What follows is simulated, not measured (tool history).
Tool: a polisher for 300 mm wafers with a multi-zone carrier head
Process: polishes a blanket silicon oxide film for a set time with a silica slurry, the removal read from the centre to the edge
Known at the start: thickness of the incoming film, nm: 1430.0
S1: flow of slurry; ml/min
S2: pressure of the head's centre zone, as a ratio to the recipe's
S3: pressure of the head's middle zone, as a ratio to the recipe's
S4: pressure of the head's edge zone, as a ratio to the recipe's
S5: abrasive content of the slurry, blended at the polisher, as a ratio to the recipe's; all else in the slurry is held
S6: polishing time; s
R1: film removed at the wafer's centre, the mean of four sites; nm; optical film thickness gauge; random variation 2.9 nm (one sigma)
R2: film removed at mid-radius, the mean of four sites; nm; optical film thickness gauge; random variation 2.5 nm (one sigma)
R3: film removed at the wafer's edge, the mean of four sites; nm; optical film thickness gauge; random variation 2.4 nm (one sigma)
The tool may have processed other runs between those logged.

{"run": 1, "hour": 0.0, "S1": 215, "S2": 1.0, "S3": 1.0, "S4": 1.0, "S5": 1.0, "S6": 87, "R1": 521.18, "R2": 504.95, "R3": 520.41}
{"run": 2, "hour": 2.5, "S1": 210, "S2": 1.01, "S3": 0.97, "S4": 0.97, "S5": 0.9, "S6": 78, "R1": 444.07, "R2": 402.25, "R3": 431.01}
{"run": 3, "hour": 10.0, "S1": 210, "S2": 1.01, "S3": 0.96, "S4": 0.94, "S5": 0.8, "S6": 73, "R1": 380.13, "R2": 353.49, "R3": 367.72}
{"run": 4, "hour": 15.2, "S1": 260, "S2": 1.01, "S3": 0.96, "S4": 0.94, "S5": 0.8, "S6": 73, "R1": 396.56, "R2": 361.32, "R3": 373.88}
{"run": 5, "hour": 19.3, "S1": 260, "S2": 1.01, "S3": 0.96, "S4": 0.94, "S5": 0.8, "S6": 87, "R1": 473.11, "R2": 428.24, "R3": 448.78}
{"run": 6, "hour": 22.7, "S1": 260, "S2": 1.02, "S3": 0.94, "S4": 0.92, "S5": 0.75, "S6": 81, "R1": 421.9, "R2": 366.25, "R3": 402.87}
{"run": 7, "hour": 27.3, "S1": 265, "S2": 1.03, "S3": 0.94, "S4": 0.9, "S5": 0.7, "S6": 75, "R1": 380.33, "R2": 325.95, "R3": 342.34}
{"run": 8, "hour": 34.8, "S1": 260, "S2": 1.03, "S3": 0.92, "S4": 0.88, "S5": 0.65, "S6": 73, "R1": 341.14, "R2": 296.77, "R3": 314.34}
{"run": 9, "hour": 39.5, "S1": 210, "S2": 1.13, "S3": 0.83, "S4": 0.81, "S5": 0.5, "S6": 68, "R1": 258.97, "R2": 181.77, "R3": 209.82}
{"run": 10, "hour": 42.1, "S1": 230, "S2": 1.11, "S3": 0.84, "S4": 0.81, "S5": 0.5, "S6": 67, "R1": 250.82, "R2": 179.54, "R3": 211.53}
{"run": 11, "hour": 46.1, "S1": 240, "S2": 1.1, "S3": 0.86, "S4": 0.82, "S5": 0.5, "S6": 67, "R1": 250.05, "R2": 190.24, "R3": 206.17}
{"run": 12, "hour": 51.3, "S1": 240, "S2": 1.1, "S3": 0.87, "S4": 0.85, "S5": 0.5, "S6": 67, "R1": 250.22, "R2": 189.19, "R3": 215.42}
{"run": 13, "hour": 59.0, "S1": 240, "S2": 1.1, "S3": 0.87, "S4": 0.85, "S5": 0.5, "S6": 67, "R1": 253.4, "R2": 189.77, "R3": 208.5}
{"run": 14, "hour": 66.8, "S1": 275, "S2": 1.12, "S3": 0.97, "S4": 0.95, "S5": 0.7, "S6": 67, "R1": 367.62, "R2": 298.63, "R3": 313.08}
{"run": 15, "hour": 68.0, "S1": 250, "S2": 1.12, "S3": 0.96, "S4": 0.94, "S5": 0.7, "S6": 67, "R1": 367.46, "R2": 294.6, "R3": 309.22}

What does the tool deliver on the next run?
{"run": 16, "hour": 69.6, "S1": 230, "S2": 1.11, "S3": 0.94, "S4": 0.92, "S5": 0.7, "S6": 67, "R1": "?", "R2": "?", "R3": "?"}

{"run 16": {"R1": 353.07, "R2": 284.93, "R3": 303.69}}
